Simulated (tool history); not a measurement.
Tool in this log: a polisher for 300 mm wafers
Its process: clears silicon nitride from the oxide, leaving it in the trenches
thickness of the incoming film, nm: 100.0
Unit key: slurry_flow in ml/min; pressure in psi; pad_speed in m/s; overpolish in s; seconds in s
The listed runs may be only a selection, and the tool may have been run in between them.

| run | hour | slurry_flow | pressure | pad_speed | overpolish | seconds |
|---|---|---|---|---|---|---|
| 1 | 0.0 | 190 | 2.8 | 0.82 | 6 | 150.80 |
| 2 | 1.7 | 170 | 2.8 | 0.82 | 6 | 155.81 |
| 3 | 7.2 | 170 | 2.8 | 0.94 | 6 | 136.99 |
| 4 | 11.8 | 155 | 2.8 | 0.94 | 6 | 142.01 |
| 5 | 13.8 | 155 | 2.2 | 0.94 | 6 | 166.87 |
| 6 | 17.6 | 155 | 2.2 | 0.84 | 6 | 191.14 |
| 7 | 24.3 | 170 | 2.5 | 0.84 | 6 | 164.11 |
| 8 | 27.9 | 170 | 2.5 | 0.84 | 6 | 171.31 |
| 9 | 29.8 | 175 | 2.7 | 0.84 | 6 | 159.23 |

Predict the results of run 10:
| 10 | 30.8 | 180 | 2.9 | 0.84 | 6 | ? |

{"run 10": {"seconds": 148.18}}
